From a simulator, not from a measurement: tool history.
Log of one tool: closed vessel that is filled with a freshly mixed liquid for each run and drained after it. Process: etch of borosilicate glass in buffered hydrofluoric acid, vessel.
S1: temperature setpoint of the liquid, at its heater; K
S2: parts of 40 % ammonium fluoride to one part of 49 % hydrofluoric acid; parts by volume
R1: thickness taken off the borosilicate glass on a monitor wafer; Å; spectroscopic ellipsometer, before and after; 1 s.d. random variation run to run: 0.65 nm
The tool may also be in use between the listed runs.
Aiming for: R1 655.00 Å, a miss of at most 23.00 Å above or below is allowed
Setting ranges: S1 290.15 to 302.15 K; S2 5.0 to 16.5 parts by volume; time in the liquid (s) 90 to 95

Run 1, day 0.000: S1 294.15 K, S2 10.0 parts by volume, time in the liquid (s) 90. Result: R1 1140.20 Å.
Run 2, day 0.204: S1 293.15 K, S2 11.0 parts by volume, time in the liquid (s) 90. Result: R1 967.68 Å.
Run 3, day 0.275: S1 292.65 K, S2 11.5 parts by volume, time in the liquid (s) 90. Result: R1 891.81 Å.
Run 4, day 0.454: S1 292.65 K, S2 11.5 parts by volume, time in the liquid (s) 90. Result: R1 906.22 Å.
Run 5, day 0.575: S1 292.15 K, S2 12.0 parts by volume, time in the liquid (s) 90. Result: R1 843.53 Å.
Run 6, day 0.825: S1 291.65 K, S2 12.5 parts by volume, time in the liquid (s) 90. Result: R1 783.03 Å.
Run 7, day 0.962: S1 291.65 K, S2 12.5 parts by volume, time in the liquid (s) 90. Result: R1 788.48 Å.
Run 8, day 1.079: S1 291.15 K, S2 13.0 parts by volume, time in the liquid (s) 90. Result: R1 730.13 Å.
Run 9, day 1.300: S1 290.65 K, S2 13.5 parts by volume, time in the liquid (s) 90. Result: R1 683.22 Å.

Exactly one of the 4 candidate moves below puts every result within its allowed miss. Which one?
Run A, day 1.521: S1 290.15 K, S2 15.5 parts by volume, time in the liquid (s) 90. Result: R1 ?.
Run B, day 1.521: S1 290.15 K, S2 15.5 parts by volume, time in the liquid (s) 95. Result: R1 ?.
Run C, day 1.521: S1 291.15 K, S2 14.5 parts by volume, time in the liquid (s) 90. Result: R1 ?.
Run D, day 1.521: S1 290.15 K, S2 15.0 parts by volume, time in the liquid (s) 90. Result: R1 ?.

move      R1
   A  578.45
   B  610.59
   C  653.52
   D  597.61
A: pushes the last run's worst result past its target
B: pushes the last run's worst result past its target
C: meets every target
D: pushes the last run's worst result past its target
Go with C: it meets all targets.

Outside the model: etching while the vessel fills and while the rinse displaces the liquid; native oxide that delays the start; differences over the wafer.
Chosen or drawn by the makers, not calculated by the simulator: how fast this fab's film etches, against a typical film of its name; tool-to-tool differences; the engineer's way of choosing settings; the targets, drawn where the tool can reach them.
